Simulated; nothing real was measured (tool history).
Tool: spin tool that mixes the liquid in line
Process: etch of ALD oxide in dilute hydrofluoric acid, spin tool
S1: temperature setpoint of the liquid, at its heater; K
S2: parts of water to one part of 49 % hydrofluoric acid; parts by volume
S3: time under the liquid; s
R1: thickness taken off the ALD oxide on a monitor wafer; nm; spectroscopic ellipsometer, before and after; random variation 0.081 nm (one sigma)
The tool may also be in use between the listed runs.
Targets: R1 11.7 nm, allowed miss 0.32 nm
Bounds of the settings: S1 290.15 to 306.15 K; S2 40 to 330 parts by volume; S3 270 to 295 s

{"run": 1, "hour": 0.0, "S1": 298.15, "S2": 185, "S3": 270, "R1": 20.691}
{"run": 2, "hour": 7.4, "S1": 298.15, "S2": 210, "S3": 270, "R1": 17.63}
{"run": 3, "hour": 13.6, "S1": 301.65, "S2": 210, "S3": 270, "R1": 20.207}
{"run": 4, "hour": 16.5, "S1": 301.65, "S2": 210, "S3": 270, "R1": 20.174}
{"run": 5, "hour": 20.9, "S1": 301.65, "S2": 210, "S3": 270, "R1": 20.027}
{"run": 6, "hour": 27.5, "S1": 299.15, "S2": 215, "S3": 270, "R1": 17.974}
{"run": 7, "hour": 36.5, "S1": 297.15, "S2": 220, "S3": 270, "R1": 16.057}
{"run": 8, "hour": 37.6, "S1": 295.65, "S2": 225, "S3": 270, "R1": 14.892}
{"run": 9, "hour": 42.6, "S1": 294.65, "S2": 230, "S3": 270, "R1": 13.996}
{"run": 10, "hour": 48.1, "S1": 293.65, "S2": 230, "S3": 270, "R1": 13.451}
{"run": 11, "hour": 48.9, "S1": 293.15, "S2": 230, "S3": 270, "R1": 13.133}
{"run": 12, "hour": 53.3, "S1": 292.65, "S2": 230, "S3": 270, "R1": 12.922}

5 next moves are on the table. One of them brings every result within its allowed miss. Which?
{"run": "A", "hour": 57.7, "S1": 290.15, "S2": 235, "S3": 295, "R1": "?"}
{"run": "B", "hour": 57.7, "S1": 291.65, "S2": 240, "S3": 270, "R1": "?"}
{"run": "C", "hour": 57.7, "S1": 295.65, "S2": 275, "S3": 295, "R1": "?"}
{"run": "D", "hour": 57.7, "S1": 292.15, "S2": 245, "S3": 290, "R1": "?"}
{"run": "E", "hour": 57.7, "S1": 292.15, "S2": 240, "S3": 275, "R1": "?"}

move=A R1=12.444
move=B R1=11.775
move=C R1=12.642
move=D R1=12.575
move=E R1=12.227
A: nearer than the last run, and not there yet
B: meets every target
C: nearer than the last run, and not there yet
D: nearer than the last run, and not there yet
E: nearer than the last run, and not there yet
Move B is the one to make.
